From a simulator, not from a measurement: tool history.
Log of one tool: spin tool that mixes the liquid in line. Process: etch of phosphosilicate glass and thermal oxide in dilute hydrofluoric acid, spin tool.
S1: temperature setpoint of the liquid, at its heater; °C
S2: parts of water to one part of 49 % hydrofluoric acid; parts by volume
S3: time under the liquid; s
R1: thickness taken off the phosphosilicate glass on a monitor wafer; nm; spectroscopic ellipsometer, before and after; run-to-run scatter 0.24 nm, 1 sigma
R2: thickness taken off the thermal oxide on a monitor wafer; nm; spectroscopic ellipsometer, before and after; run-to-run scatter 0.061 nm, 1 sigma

run  hour    S1   S2  S3      R1      R2
  1     0    22  135  35  22.626  1.1058
  2   4.9    23  130  35  24.409  1.1661
  3   6.6  23.5  125  35  26.255   1.295
  4  12.5  25.5  125  35  28.174  1.3858
  5  17.9  28.5  125  35  31.765  1.6212
  6  23.5  25.5  125  35  28.699  1.4842
  7  24.7    26  120  35  29.956    1.45
  8  33.2  26.5  115  35  32.551  1.6341
  9  35.8  26.5  115  35  32.368   1.607
 10  38.7    27  115  35  32.807  1.7467
 11    44    27  110  35  34.681  1.6628
 12  45.3  27.5  110  35  35.636  1.6826
 13  51.3    28  110  35  35.944  1.7464
 14  53.7  28.5  110  35  36.765  1.7571

What does the tool deliver on the next run?
 15  61.4  29  105  35   ?   ?

Run 15 gave R1 39.915 nm, R2 1.9837 nm.
